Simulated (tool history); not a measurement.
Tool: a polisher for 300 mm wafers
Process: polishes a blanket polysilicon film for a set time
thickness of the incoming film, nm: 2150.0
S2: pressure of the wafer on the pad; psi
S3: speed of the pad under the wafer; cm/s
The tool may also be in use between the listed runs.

{"run": 1, "hour": 0.0, "flow of slurry (ml/min)": 140, "S2": 3.1, "S3": 106, "polishing time (s)": 24, "film removed (angstrom)": 2031.6}
{"run": 2, "hour": 8.3, "flow of slurry (ml/min)": 135, "S2": 2.8, "S3": 104, "polishing time (s)": 24, "film removed (angstrom)": 1812}
{"run": 3, "hour": 14.4, "flow of slurry (ml/min)": 135, "S2": 2.8, "S3": 120, "polishing time (s)": 24, "film removed (angstrom)": 2087.7}
{"run": 4, "hour": 17.7, "flow of slurry (ml/min)": 130, "S2": 2.6, "S3": 116, "polishing time (s)": 24, "film removed (angstrom)": 1884.8}
{"run": 5, "hour": 22.5, "flow of slurry (ml/min)": 125, "S2": 2.4, "S3": 112, "polishing time (s)": 24, "film removed (angstrom)": 1653.1}
{"run": 6, "hour": 23.9, "flow of slurry (ml/min)": 120, "S2": 2.2, "S3": 112, "polishing time (s)": 24, "film removed (angstrom)": 1530.4}
{"run": 7, "hour": 31.4, "flow of slurry (ml/min)": 115, "S2": 2.1, "S3": 112, "polishing time (s)": 24, "film removed (angstrom)": 1407.5}
{"run": 8, "hour": 32.4, "flow of slurry (ml/min)": 110, "S2": 2, "S3": 112, "polishing time (s)": 24, "film removed (angstrom)": 1338}
{"run": 9, "hour": 36.7, "flow of slurry (ml/min)": 105, "S2": 1.9, "S3": 112, "polishing time (s)": 24, "film removed (angstrom)": 1288.3}
{"run": 10, "hour": 41.5, "flow of slurry (ml/min)": 100, "S2": 1.8, "S3": 112, "polishing time (s)": 24, "film removed (angstrom)": 1194.5}

Run 11 comes next. What will it give?
{"run": 11, "hour": 43.7, "flow of slurry (ml/min)": 90, "S2": 1.7, "S3": 112, "polishing time (s)": 24, "film removed (angstrom)": "?"}

{"run 11": {"film removed (angstrom)": 1115.7}}
